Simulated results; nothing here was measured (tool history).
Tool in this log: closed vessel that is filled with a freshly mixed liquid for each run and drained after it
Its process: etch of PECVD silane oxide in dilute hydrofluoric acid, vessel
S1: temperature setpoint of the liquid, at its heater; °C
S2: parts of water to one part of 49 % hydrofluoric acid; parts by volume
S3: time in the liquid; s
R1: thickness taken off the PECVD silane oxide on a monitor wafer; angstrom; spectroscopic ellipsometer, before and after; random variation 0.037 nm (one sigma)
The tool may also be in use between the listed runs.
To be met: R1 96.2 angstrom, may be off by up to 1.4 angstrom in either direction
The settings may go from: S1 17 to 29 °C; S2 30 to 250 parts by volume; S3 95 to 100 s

{"run": 1, "day": 0.0, "S1": 21, "S2": 140, "S3": 95, "R1": 81.658}
{"run": 2, "day": 0.354, "S1": 22.5, "S2": 140, "S3": 95, "R1": 87.279}
{"run": 3, "day": 0.521, "S1": 23.5, "S2": 140, "S3": 95, "R1": 90.996}
{"run": 4, "day": 0.721, "S1": 23.5, "S2": 160, "S3": 95, "R1": 77.662}
{"run": 5, "day": 0.854, "S1": 23.5, "S2": 160, "S3": 95, "R1": 76.971}
{"run": 6, "day": 1.179, "S1": 25.5, "S2": 160, "S3": 95, "R1": 83.723}
{"run": 7, "day": 1.471, "S1": 26.5, "S2": 160, "S3": 95, "R1": 86.57}
{"run": 8, "day": 1.625, "S1": 26.5, "S2": 160, "S3": 95, "R1": 86.459}
{"run": 9, "day": 1.712, "S1": 27.5, "S2": 160, "S3": 95, "R1": 89.953}
{"run": 10, "day": 1.779, "S1": 28, "S2": 160, "S3": 95, "R1": 91.731}
{"run": 11, "day": 2.129, "S1": 28.5, "S2": 160, "S3": 95, "R1": 92.929}
{"run": 12, "day": 2.408, "S1": 29, "S2": 160, "S3": 95, "R1": 94.89}
{"run": 13, "day": 2.546, "S1": 29, "S2": 160, "S3": 95, "R1": 94.806}
{"run": 14, "day": 2.8, "S1": 29, "S2": 155, "S3": 95, "R1": 98.641}

Next run, 4 choices. One meets every target within its allowed miss, the rest don't. Which?
{"run": "A", "day": 3.054, "S1": 28.5, "S2": 150, "S3": 95, "R1": "?"}
{"run": "B", "day": 3.054, "S1": 29, "S2": 150, "S3": 95, "R1": "?"}
{"run": "C", "day": 3.054, "S1": 29, "S2": 165, "S3": 100, "R1": "?"}
{"run": "D", "day": 3.054, "S1": 27, "S2": 145, "S3": 95, "R1": "?"}

move=A R1=100.71
move=B R1=102.56
move=C R1=96.292
move=D R1=99.193
A: misses by more than the last run did
B: misses by more than the last run did
C: all results land within tolerance of their targets
D: misses by more than the last run did
Go with C: it meets all targets.

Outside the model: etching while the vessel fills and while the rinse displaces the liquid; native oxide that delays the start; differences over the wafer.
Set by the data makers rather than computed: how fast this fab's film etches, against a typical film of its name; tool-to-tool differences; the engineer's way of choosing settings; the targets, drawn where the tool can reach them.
